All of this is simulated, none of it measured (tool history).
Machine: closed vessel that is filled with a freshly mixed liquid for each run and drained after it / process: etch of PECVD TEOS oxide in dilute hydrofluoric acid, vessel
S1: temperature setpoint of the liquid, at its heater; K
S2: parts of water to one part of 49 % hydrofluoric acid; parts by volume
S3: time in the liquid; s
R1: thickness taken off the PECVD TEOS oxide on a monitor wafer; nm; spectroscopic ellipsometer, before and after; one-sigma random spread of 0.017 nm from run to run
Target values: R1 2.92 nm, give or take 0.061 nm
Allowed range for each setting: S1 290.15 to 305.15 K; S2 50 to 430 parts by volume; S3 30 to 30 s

| run | hour | S1 | S2 | S3 | R1 |
|---|---|---|---|---|---|
| 1 | 0 | 297.15 | 240 | 30 | 2.6752 |
| 2 | 4.4 | 297.15 | 170 | 30 | 4.0212 |
| 3 | 9.6 | 297.15 | 170 | 30 | 4.0374 |
| 4 | 18.7 | 295.65 | 175 | 30 | 3.6201 |
| 5 | 21.3 | 294.65 | 175 | 30 | 3.539 |
| 6 | 27 | 293.65 | 175 | 30 | 3.4232 |
| 7 | 31.8 | 293.15 | 175 | 30 | 3.3453 |
| 8 | 39.1 | 292.65 | 175 | 30 | 3.2783 |
| 9 | 45.4 | 292.15 | 175 | 30 | 3.2194 |
| 10 | 47.4 | 291.65 | 175 | 30 | 3.1417 |
| 11 | 54.8 | 291.15 | 175 | 30 | 3.0721 |
| 12 | 58.9 | 290.65 | 175 | 30 | 3.0293 |

Next run, 5 choices. One meets every target within its allowed miss, the rest don't. Which?
| A | 63 | 292.15 | 180 | 30 | ? |
| B | 63 | 291.15 | 190 | 30 | ? |
| C | 63 | 290.15 | 170 | 30 | ? |
| D | 63 | 290.65 | 180 | 30 | ? |
| E | 63 | 290.65 | 170 | 30 | ? |

| move | R1 |
|---|---|
| A | 3.109 |
| B | 2.8039 |
| C | 3.0681 |
| D | 2.9288 |
| E | 3.1308 |
A: moves away from the targets compared with the last run
B: moves the result that the last run missed by most past its target, out the other side
C: moves away from the targets compared with the last run
D: every result within its allowed miss
E: moves away from the targets compared with the last run
D meets every target.

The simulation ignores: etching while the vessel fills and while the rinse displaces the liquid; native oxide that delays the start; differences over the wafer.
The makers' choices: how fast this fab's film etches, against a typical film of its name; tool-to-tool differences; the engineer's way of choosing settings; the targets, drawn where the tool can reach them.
